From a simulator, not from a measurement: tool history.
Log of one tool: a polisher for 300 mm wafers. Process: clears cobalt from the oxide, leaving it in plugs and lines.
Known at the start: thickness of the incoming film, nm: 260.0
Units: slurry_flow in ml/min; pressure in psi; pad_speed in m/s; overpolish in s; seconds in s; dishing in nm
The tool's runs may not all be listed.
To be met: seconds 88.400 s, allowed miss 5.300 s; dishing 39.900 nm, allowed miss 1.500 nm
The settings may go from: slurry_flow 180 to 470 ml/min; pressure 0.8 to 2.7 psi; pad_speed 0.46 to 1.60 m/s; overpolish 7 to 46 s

run 1 hour=0.0 | slurry_flow=300 pressure=1.7 pad_speed=1.02 overpolish=24 | seconds=67.040 dishing=45.983
run 2 hour=8.2 | slurry_flow=235 pressure=1.7 pad_speed=1.02 overpolish=24 | seconds=66.054 dishing=44.926
run 3 hour=12.1 | slurry_flow=235 pressure=1.6 pad_speed=1.02 overpolish=24 | seconds=72.486 dishing=44.450
run 4 hour=13.6 | slurry_flow=235 pressure=1.6 pad_speed=1.02 overpolish=18 | seconds=70.131 dishing=39.138
run 5 hour=17.5 | slurry_flow=235 pressure=2.0 pad_speed=1.02 overpolish=18 | seconds=58.352 dishing=43.081
run 6 hour=24.1 | slurry_flow=235 pressure=2.2 pad_speed=1.02 overpolish=18 | seconds=52.960 dishing=44.865
run 7 hour=29.5 | slurry_flow=235 pressure=1.7 pad_speed=0.94 overpolish=24 | seconds=72.365 dishing=44.092
run 8 hour=31.0 | slurry_flow=235 pressure=1.6 pad_speed=0.94 overpolish=24 | seconds=78.331 dishing=43.801
run 9 hour=39.1 | slurry_flow=235 pressure=1.5 pad_speed=0.94 overpolish=23 | seconds=79.697 dishing=41.869

4 next moves are on the table. One of them brings every result within its allowed miss. Which?
run A hour=47.2 | slurry_flow=275 pressure=1.3 pad_speed=0.78 overpolish=27 | seconds=? dishing=?
run B hour=47.2 | slurry_flow=275 pressure=1.4 pad_speed=0.70 overpolish=26 | seconds=? dishing=?
run C hour=47.2 | slurry_flow=295 pressure=1.8 pad_speed=0.86 overpolish=27 | seconds=? dishing=?
run D hour=47.2 | slurry_flow=245 pressure=1.4 pad_speed=0.88 overpolish=23 | seconds=? dishing=?

move=A seconds=104.140 dishing=39.351
move=B seconds=104.020 dishing=38.657
move=C seconds=70.691 dishing=45.694
move=D seconds=90.616 dishing=38.869
A: takes the result that was furthest off past its target
B: takes the result that was furthest off past its target
C: further off than the last run
D: meets every target
The right move is D.
